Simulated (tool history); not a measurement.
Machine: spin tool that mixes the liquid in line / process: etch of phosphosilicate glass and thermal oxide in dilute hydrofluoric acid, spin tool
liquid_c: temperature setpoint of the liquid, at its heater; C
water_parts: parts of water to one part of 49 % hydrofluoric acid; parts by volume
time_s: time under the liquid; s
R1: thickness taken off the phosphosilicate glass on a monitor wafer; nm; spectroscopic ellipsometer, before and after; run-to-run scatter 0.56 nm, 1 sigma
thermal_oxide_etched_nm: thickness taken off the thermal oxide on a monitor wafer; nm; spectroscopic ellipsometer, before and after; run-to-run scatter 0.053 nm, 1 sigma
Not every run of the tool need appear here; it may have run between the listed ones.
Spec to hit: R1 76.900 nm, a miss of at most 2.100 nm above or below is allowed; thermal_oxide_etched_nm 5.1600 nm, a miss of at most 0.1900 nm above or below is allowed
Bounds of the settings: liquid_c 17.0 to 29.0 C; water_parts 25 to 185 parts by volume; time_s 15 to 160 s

run 1 day=0.000 | liquid_c=21.0 water_parts=105 time_s=80 | R1=56.822 thermal_oxide_etched_nm=3.8948
run 2 day=0.200 | liquid_c=21.0 water_parts=105 time_s=95 | R1=67.967 thermal_oxide_etched_nm=4.6601
run 3 day=0.388 | liquid_c=22.0 water_parts=105 time_s=95 | R1=71.138 thermal_oxide_etched_nm=4.8431
run 4 day=0.450 | liquid_c=22.0 water_parts=105 time_s=130 | R1=98.025 thermal_oxide_etched_nm=6.5671
run 5 day=0.800 | liquid_c=24.5 water_parts=105 time_s=130 | R1=107.250 thermal_oxide_etched_nm=7.3968
run 6 day=1.125 | liquid_c=22.5 water_parts=110 time_s=130 | R1=95.040 thermal_oxide_etched_nm=6.3470
run 7 day=1.238 | liquid_c=21.5 water_parts=110 time_s=130 | R1=90.365 thermal_oxide_etched_nm=6.0979
run 8 day=1.600 | liquid_c=20.5 water_parts=110 time_s=130 | R1=87.270 thermal_oxide_etched_nm=5.8102
run 9 day=1.771 | liquid_c=20.0 water_parts=110 time_s=130 | R1=85.520 thermal_oxide_etched_nm=5.7654
run 10 day=2.004 | liquid_c=20.0 water_parts=110 time_s=130 | R1=85.488 thermal_oxide_etched_nm=5.7999
run 11 day=2.254 | liquid_c=19.0 water_parts=110 time_s=130 | R1=82.332 thermal_oxide_etched_nm=5.5408
run 12 day=2.579 | liquid_c=18.5 water_parts=110 time_s=130 | R1=81.205 thermal_oxide_etched_nm=5.3136
-- day=2.804 thermometer replaced
run 13 day=2.804 | liquid_c=19.0 water_parts=115 time_s=130 | R1=72.020 thermal_oxide_etched_nm=4.8492
run 14 day=2.900 | liquid_c=19.5 water_parts=115 time_s=130 | R1=71.937 thermal_oxide_etched_nm=4.8997
run 15 day=3.050 | liquid_c=21.0 water_parts=110 time_s=130 | R1=81.159 thermal_oxide_etched_nm=5.3332

Consider the 4 candidate settings below. Which is the only one whose results all fall within their allowed miss of target?
run A day=3.200 | liquid_c=27.5 water_parts=160 time_s=160 | R1=? thermal_oxide_etched_nm=?
run B day=3.200 | liquid_c=19.0 water_parts=125 time_s=155 | R1=? thermal_oxide_etched_nm=?
run C day=3.200 | liquid_c=21.0 water_parts=125 time_s=155 | R1=? thermal_oxide_etched_nm=?
run D day=3.200 | liquid_c=19.5 water_parts=105 time_s=135 | R1=? thermal_oxide_etched_nm=?

move=A R1=83.424 thermal_oxide_etched_nm=5.5477
move=B R1=77.457 thermal_oxide_etched_nm=5.1509
move=C R1=83.979 thermal_oxide_etched_nm=5.5846
move=D R1=83.752 thermal_oxide_etched_nm=5.5695
A: the biggest miss grows against the last run
B: all results land within tolerance of their targets
C: the biggest miss grows against the last run
D: the biggest miss grows against the last run
So the answer is move B, the one that meets all the targets.

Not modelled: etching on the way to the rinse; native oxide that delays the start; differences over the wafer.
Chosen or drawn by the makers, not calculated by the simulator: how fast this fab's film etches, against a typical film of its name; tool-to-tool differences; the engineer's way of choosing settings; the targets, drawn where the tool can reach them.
